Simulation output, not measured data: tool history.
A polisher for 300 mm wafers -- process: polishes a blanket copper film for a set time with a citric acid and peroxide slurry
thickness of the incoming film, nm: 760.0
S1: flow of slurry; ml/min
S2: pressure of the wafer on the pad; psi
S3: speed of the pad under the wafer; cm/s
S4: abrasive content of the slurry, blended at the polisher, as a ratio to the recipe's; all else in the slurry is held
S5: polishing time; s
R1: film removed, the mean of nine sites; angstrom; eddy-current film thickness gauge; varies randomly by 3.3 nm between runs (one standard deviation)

run	day	S1	S2	S3	S4	S5	R1
1	0	240	3.4	114	1	59	2017.1
2	0.375	240	3.6	114	1	59	2173.9
3	0.588	240	3.8	114	1	59	2207.2
4	0.871	240	4	114	1	59	2346.2
5	0.9	240	4	128	1	59	2691.9
6	1.212	215	4	128	1	59	2632.8
7	1.55	215	4	128	1	59	2621.8

Run 8 has not been measured yet. What should we expect?
8	1.617	220	4	128	1	59	?

Logged for run 8: R1 2672.6 angstrom.
